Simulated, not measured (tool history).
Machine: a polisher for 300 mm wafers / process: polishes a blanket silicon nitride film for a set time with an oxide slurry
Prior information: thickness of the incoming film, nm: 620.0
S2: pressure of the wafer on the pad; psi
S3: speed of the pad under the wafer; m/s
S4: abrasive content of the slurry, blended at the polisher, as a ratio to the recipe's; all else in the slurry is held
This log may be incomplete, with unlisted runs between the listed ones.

run 1 hour=0.0 | flow_of_slurry_(ml/min)=130 S2=2.9 S3=1.24 S4=1.00 polishing_time_(s)=40 | film_removed_(angstrom)=263.400
run 2 hour=3.8 | flow_of_slurry_(ml/min)=130 S2=3.5 S3=1.24 S4=1.00 polishing_time_(s)=40 | film_removed_(angstrom)=315.040
run 3 hour=5.1 | flow_of_slurry_(ml/min)=125 S2=3.1 S3=1.14 S4=1.00 polishing_time_(s)=40 | film_removed_(angstrom)=263.650
run 4 hour=11.6 | flow_of_slurry_(ml/min)=125 S2=2.7 S3=1.14 S4=1.00 polishing_time_(s)=40 | film_removed_(angstrom)=230.370
run 5 hour=16.9 | flow_of_slurry_(ml/min)=125 S2=2.7 S3=1.14 S4=1.15 polishing_time_(s)=40 | film_removed_(angstrom)=246.390
run 6 hour=19.1 | flow_of_slurry_(ml/min)=120 S2=2.4 S3=1.04 S4=1.15 polishing_time_(s)=40 | film_removed_(angstrom)=205.380

Run 7 comes next. What will it give?
run 7 hour=21.0 | flow_of_slurry_(ml/min)=90 S2=1.6 S3=0.70 S4=1.15 polishing_time_(s)=40 | film_removed_(angstrom)=?

film removed (angstrom): 94.811

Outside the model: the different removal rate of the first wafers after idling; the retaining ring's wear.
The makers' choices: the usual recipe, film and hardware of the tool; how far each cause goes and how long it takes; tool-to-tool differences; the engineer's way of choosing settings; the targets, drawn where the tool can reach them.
